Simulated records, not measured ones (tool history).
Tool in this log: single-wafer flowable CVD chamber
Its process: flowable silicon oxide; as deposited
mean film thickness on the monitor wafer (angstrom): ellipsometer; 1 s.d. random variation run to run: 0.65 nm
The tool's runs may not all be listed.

run,hour,heater temperature setpoint (K),chamber pressure (mTorr),RF power (kW),deposition time (s),mean film thickness on the monitor wafer (angstrom)
1,0,368.15,716,1.515,490,2838.7
2,4.4,368.15,626,1.515,490,2507.4
3,9.4,368.15,626,1.4,490,2453.6
4,10.7,370.15,626,1.4,490,2269.3
5,16.8,370.15,561,1.4,490,2066.9
6,18.1,371.15,561,1.4,490,1998.2

Expected results for the next run?
7,26.9,383.15,559,1.4,490,?

Run 7 came out at mean film thickness on the monitor wafer (angstrom) 1264.5.

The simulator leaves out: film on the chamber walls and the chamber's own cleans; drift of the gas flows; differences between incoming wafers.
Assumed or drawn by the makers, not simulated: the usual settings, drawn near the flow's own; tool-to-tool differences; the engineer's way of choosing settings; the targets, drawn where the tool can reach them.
